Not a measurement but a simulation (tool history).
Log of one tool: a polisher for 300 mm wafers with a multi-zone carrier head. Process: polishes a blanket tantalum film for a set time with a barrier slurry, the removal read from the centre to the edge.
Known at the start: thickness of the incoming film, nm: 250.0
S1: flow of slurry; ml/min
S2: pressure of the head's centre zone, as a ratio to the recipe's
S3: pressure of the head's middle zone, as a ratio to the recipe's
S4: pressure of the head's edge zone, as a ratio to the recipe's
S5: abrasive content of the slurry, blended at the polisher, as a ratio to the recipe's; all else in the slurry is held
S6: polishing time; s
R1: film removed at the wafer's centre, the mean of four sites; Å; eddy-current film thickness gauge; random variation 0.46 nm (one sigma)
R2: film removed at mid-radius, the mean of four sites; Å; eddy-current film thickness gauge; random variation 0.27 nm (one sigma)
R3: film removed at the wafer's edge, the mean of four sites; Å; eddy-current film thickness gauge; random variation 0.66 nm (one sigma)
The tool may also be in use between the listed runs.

run   hour   S1    S2    S3    S4    S5  S6      R1      R2      R3
  1    0.0  235  1.00  1.00  1.00  1.00  41  909.26  900.19  897.54
  2    5.0  230  0.99  0.97  0.99  0.90  38  793.40  787.70  800.09
  3   13.5  225  1.00  0.94  0.98  0.85  35  709.41  674.17  712.31
  4   20.1  220  1.00  0.92  0.95  0.80  34  661.27  615.49  655.76
  5   21.5  220  1.00  0.92  0.95  0.80  40  767.08  727.57  783.80
  6   27.1  220  1.00  0.92  0.95  0.95  40  858.77  798.14  861.54
  7   35.7  220  1.00  0.91  0.94  0.85  38  770.40  714.26  755.26
  8   44.0  215  1.00  0.89  0.93  0.80  36  701.38  639.50  692.55
  9   49.9  210  1.00  0.88  0.92  0.75  35  653.31  590.06  638.49
 10   57.1  160  0.95  0.81  0.87  0.50  29  330.41  295.68  337.81
 11   60.9  190  0.95  0.81  0.87  0.50  29  351.57  301.99  335.80
 12   66.5  190  0.97  0.83  0.90  0.50  28  338.11  299.44  342.96
 13   67.5  210  0.99  0.85  0.92  0.50  28  345.11  307.20  339.73
 14   71.9  200  1.02  0.87  0.93  0.50  28  345.88  313.07  352.00
 15   76.4  215  1.05  0.89  0.95  0.50  28  362.36  322.17  363.52
 16   83.7  230  1.08  0.91  0.97  0.50  28  383.34  333.01  352.07
 17   86.8  225  1.09  0.92  0.99  0.55  28  423.10  379.08  408.59
 18   91.2  220  1.10  0.92  1.00  0.55  28  432.44  376.62  411.09
 19   97.5  215  1.11  0.93  1.01  0.55  28  437.41  381.37  408.91
 20  104.2  215  1.11  0.93  1.04  0.55  28  429.48  379.35  404.30
 21  113.1  200  1.11  0.92  1.05  0.55  28  421.47  369.37  410.71
 22  121.8  200  1.12  0.93  1.07  0.55  28  430.33  375.63  413.83
 23  130.3  200  1.12  0.93  1.09  0.55  28  429.25  372.92  432.34
 24  135.2  210  1.12  0.94  1.10  0.55  28  430.60  374.42  416.72
 25  143.4  200  1.13  0.95  1.11  0.55  28  434.08  383.64  424.50
 26  150.8  200  1.13  0.95  1.12  0.55  28  428.65  384.93  429.24
 27  158.8  200  1.14  0.95  1.13  0.55  28  437.37  377.11  423.20
 28  163.7  200  1.14  0.95  1.14  0.55  28  432.47  379.31  432.28
 29  164.2  260  1.18  1.00  1.19  0.60  28  501.50  451.85  488.14

The next listed run, before its measurement:
 30  164.9  250  1.18  1.00  1.19  0.60  28   ?   ?   ?

Run 30 gave R1 511.76 Å, R2 450.74 Å, R3 476.50 Å.
